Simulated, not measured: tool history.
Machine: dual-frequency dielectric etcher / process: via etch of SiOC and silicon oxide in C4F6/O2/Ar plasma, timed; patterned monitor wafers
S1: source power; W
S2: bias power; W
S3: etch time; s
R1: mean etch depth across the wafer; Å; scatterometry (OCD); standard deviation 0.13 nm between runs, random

run    day   S1   S2    S3      R1
  1  0.000  350  201  36.5  424.06
  2  0.054  350  185  36.5  415.41
  3  0.254  310  185  36.5  390.70
  4  0.500  310  185  33.5  359.83
  5  0.788  330  189  33.5  373.04
  6  0.825  350  194  33.5  385.68
  7  1.075  370  200  33.5  397.92
  8  1.383  440  240  34.0  466.09
  9  1.746  450  241  34.0  469.31
 10  1.912  450  243  34.0  468.63
 11  2.104  450  245  34.0  469.91

What will run 12 give?
 12  2.379  450  247  34.0   ?

R1: 472.05 Å
